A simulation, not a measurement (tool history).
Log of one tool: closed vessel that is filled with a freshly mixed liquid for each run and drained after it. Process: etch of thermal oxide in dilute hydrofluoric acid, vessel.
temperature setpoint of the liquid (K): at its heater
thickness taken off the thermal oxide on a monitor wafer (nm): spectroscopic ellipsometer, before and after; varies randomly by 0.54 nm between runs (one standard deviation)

| run | day | temperature setpoint of the liquid (K) | parts of water to one part of 49 % hydrofluoric acid (parts by volume) | time in the liquid (s) | thickness taken off the thermal oxide on a monitor wafer (nm) |
|---|---|---|---|---|---|
| 1 | 0.000 | 296.15 | 45 | 420 | 42.238 |
| 2 | 0.042 | 296.15 | 45 | 450 | 45.068 |
| 3 | 0.204 | 296.15 | 50 | 450 | 40.436 |
| 4 | 0.433 | 297.65 | 50 | 450 | 43.693 |
| 5 | 0.804 | 297.65 | 50 | 420 | 40.309 |
| 6 | 1.008 | 299.15 | 50 | 420 | 42.643 |
| 7 | 1.088 | 300.15 | 50 | 420 | 44.142 |

Expected results for the next run?
| 8 | 1.208 | 301.15 | 45 | 420 | ? |

{"run 8": {"thickness taken off the thermal oxide on a monitor wafer (nm)": 51.485}}
